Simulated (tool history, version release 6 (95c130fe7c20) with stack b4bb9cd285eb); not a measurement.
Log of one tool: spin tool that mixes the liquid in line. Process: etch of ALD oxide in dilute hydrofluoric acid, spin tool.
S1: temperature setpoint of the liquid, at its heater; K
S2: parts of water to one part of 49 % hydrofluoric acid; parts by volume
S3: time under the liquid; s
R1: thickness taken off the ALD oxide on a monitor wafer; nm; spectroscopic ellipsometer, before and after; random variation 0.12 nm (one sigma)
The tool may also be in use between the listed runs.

| run | day | S1 | S2 | S3 | R1 |
|---|---|---|---|---|---|
| 1 | 0.000 | 294.15 | 105 | 100 | 8.3272 |
| 2 | 0.308 | 294.15 | 105 | 100 | 8.3688 |
| 3 | 0.354 | 295.15 | 100 | 100 | 9.3027 |
| 4 | 0.383 | 296.15 | 100 | 100 | 9.6226 |
| 5 | 0.725 | 296.15 | 125 | 100 | 7.3819 |
| 6 | 0.817 | 296.15 | 110 | 100 | 8.5572 |
| 7 | 1.121 | 300.15 | 75 | 100 | 15.3420 |

The next listed run, before its measurement:
| 8 | 1.183 | 299.65 | 75 | 100 | ? |

{"run 8": {"R1": 15.096}}
